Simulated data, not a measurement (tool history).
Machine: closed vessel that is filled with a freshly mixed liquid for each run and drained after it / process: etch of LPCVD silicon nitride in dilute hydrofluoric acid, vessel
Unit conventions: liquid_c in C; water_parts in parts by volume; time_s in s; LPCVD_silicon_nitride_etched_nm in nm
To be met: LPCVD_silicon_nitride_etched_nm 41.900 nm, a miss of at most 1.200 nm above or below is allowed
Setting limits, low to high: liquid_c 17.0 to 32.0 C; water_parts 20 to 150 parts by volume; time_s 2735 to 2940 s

run	hour	liquid_c	water_parts	time_s	LPCVD_silicon_nitride_etched_nm
1	0.0	24.0	85	2735	17.957
2	2.3	24.0	85	2940	19.077
3	3.0	22.0	85	2940	16.906
4	5.4	23.0	85	2940	17.896
5	8.0	23.0	55	2940	27.368
6	10.9	25.0	55	2940	31.430
7	13.9	25.5	55	2940	32.197
8	18.7	26.0	55	2940	33.798

Next run, 4 choices. One meets every target within its allowed miss, the rest don't. Which?
A	23.5	28.0	65	2735	?
B	23.5	24.5	55	2895	?
C	23.5	26.0	60	2735	?
D	23.5	27.0	45	2785	?

move	LPCVD_silicon_nitride_etched_nm
A	30.052
B	29.773
C	28.532
D	41.192
A: misses by more than the last run did
B: misses by more than the last run did
C: misses by more than the last run did
D: all results in spec
Go with D: it meets all targets.
